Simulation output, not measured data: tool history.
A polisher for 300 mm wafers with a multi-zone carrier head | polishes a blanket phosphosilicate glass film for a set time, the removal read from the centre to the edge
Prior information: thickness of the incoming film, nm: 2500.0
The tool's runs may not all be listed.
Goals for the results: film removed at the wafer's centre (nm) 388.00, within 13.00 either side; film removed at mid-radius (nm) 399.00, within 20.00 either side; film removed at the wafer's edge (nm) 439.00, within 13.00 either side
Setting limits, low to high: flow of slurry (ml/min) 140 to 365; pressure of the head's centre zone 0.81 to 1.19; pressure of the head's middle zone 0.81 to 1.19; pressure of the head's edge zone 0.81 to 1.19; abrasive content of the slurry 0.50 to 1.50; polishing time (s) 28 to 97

run,day,flow of slurry (ml/min),pressure of the head's centre zone,pressure of the head's middle zone,pressure of the head's edge zone,abrasive content of the slurry,polishing time (s),film removed at the wafer's centre (nm),film removed at mid-radius (nm),film removed at the wafer's edge (nm)
1,0.000,235,1.00,1.00,1.00,1.00,62,497.54,494.73,516.55
2,0.204,235,1.00,1.07,1.00,1.00,62,506.41,550.54,515.46
3,0.483,235,1.00,1.07,1.00,1.00,69,557.97,595.03,577.40
4,0.617,230,0.97,1.03,0.97,0.85,69,495.81,532.36,507.34
5,0.638,220,0.93,0.97,0.95,0.85,69,487.77,499.09,500.24
6,0.671,215,0.90,0.94,0.97,0.80,69,444.27,466.74,489.31
7,0.958,210,0.88,0.91,0.95,0.75,69,416.03,419.97,463.97
8,1.258,200,0.87,0.91,0.94,0.75,69,418.03,437.88,460.91
9,1.488,205,0.84,0.85,0.95,0.60,69,339.69,344.16,385.50
10,1.692,205,0.86,0.88,0.98,0.60,69,350.92,360.25,401.43
11,1.996,205,0.88,0.90,1.00,0.60,69,352.18,361.26,399.13
12,2.083,265,0.90,0.93,1.05,0.75,69,453.27,453.85,503.49
13,2.450,200,0.89,0.92,1.01,0.75,69,420.73,430.84,470.89
14,2.733,190,0.88,0.91,0.99,0.75,69,403.51,420.45,465.05
15,2.767,180,0.89,0.91,0.98,0.75,69,410.74,426.78,463.22
16,3.017,180,0.88,0.90,0.97,0.75,69,398.16,420.01,459.47
17,3.146,170,0.89,0.86,0.91,0.70,69,388.41,375.60,423.12

Pick the move, out of 5, that brings all results within their allowed miss; only one does.
A,3.275,140,0.93,0.81,0.95,0.65,76,?,?,?
B,3.275,175,1.00,0.82,0.87,0.80,61,?,?,?
C,3.275,150,0.87,0.81,0.96,0.65,75,?,?,?
D,3.275,245,0.93,1.00,0.85,0.55,78,?,?,?
E,3.275,185,0.91,0.92,1.01,0.60,76,?,?,?

move,film removed at the wafer's centre (nm),film removed at mid-radius (nm),film removed at the wafer's edge (nm)
A,380.10,355.28,429.43
B,397.94,354.27,399.65
C,367.16,357.82,431.78
D,392.53,428.84,397.47
E,382.12,397.95,435.57
A: brings the result that was furthest off to its target, and leaves another outside
B: moves away from the targets compared with the last run
C: brings the result that was furthest off to its target, and leaves another outside
D: moves away from the targets compared with the last run
E: in spec on every target
E meets every target.
